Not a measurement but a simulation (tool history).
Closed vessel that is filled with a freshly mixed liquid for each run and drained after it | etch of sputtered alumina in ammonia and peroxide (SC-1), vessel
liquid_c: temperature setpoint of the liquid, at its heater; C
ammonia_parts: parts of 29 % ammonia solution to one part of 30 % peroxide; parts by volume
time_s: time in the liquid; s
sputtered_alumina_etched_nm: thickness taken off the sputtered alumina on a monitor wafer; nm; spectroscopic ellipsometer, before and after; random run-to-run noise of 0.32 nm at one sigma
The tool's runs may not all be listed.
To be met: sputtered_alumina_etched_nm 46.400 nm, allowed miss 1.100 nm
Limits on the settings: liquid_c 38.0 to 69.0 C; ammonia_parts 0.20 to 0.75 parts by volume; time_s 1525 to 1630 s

run 1 hour=0.0 | liquid_c=53.0 ammonia_parts=0.45 time_s=1525 | sputtered_alumina_etched_nm=90.902
run 2 hour=2.9 | liquid_c=53.0 ammonia_parts=0.45 time_s=1525 | sputtered_alumina_etched_nm=91.398
run 3 hour=9.3 | liquid_c=53.0 ammonia_parts=0.45 time_s=1525 | sputtered_alumina_etched_nm=90.835
run 4 hour=16.3 | liquid_c=49.0 ammonia_parts=0.45 time_s=1525 | sputtered_alumina_etched_nm=72.710
run 5 hour=22.7 | liquid_c=46.5 ammonia_parts=0.45 time_s=1525 | sputtered_alumina_etched_nm=63.057
run 6 hour=28.7 | liquid_c=46.5 ammonia_parts=0.30 time_s=1525 | sputtered_alumina_etched_nm=60.947
run 7 hour=34.3 | liquid_c=45.0 ammonia_parts=0.30 time_s=1525 | sputtered_alumina_etched_nm=55.969
run 8 hour=42.5 | liquid_c=44.0 ammonia_parts=0.30 time_s=1525 | sputtered_alumina_etched_nm=53.048
run 9 hour=46.6 | liquid_c=43.0 ammonia_parts=0.30 time_s=1525 | sputtered_alumina_etched_nm=50.801
run 10 hour=52.5 | liquid_c=42.5 ammonia_parts=0.30 time_s=1525 | sputtered_alumina_etched_nm=49.613

Next run, 5 choices. One meets every target within its allowed miss, the rest don't. Which?
run A hour=58.4 | liquid_c=41.0 ammonia_parts=0.25 time_s=1525 | sputtered_alumina_etched_nm=?
run B hour=58.4 | liquid_c=41.5 ammonia_parts=0.35 time_s=1525 | sputtered_alumina_etched_nm=?
run C hour=58.4 | liquid_c=40.0 ammonia_parts=0.40 time_s=1575 | sputtered_alumina_etched_nm=?
run D hour=58.4 | liquid_c=41.0 ammonia_parts=0.20 time_s=1545 | sputtered_alumina_etched_nm=?
run E hour=58.4 | liquid_c=43.5 ammonia_parts=0.25 time_s=1580 | sputtered_alumina_etched_nm=?

move=A sputtered_alumina_etched_nm=43.875
move=B sputtered_alumina_etched_nm=46.655
move=C sputtered_alumina_etched_nm=44.689
move=D sputtered_alumina_etched_nm=43.509
move=E sputtered_alumina_etched_nm=52.566
A: moves the result that the last run missed by most past its target, out the other side
B: in spec on every target
C: moves the result that the last run missed by most past its target, out the other side
D: moves the result that the last run missed by most past its target, out the other side
E: misses by more than the last run did
The move that meets every target is B.
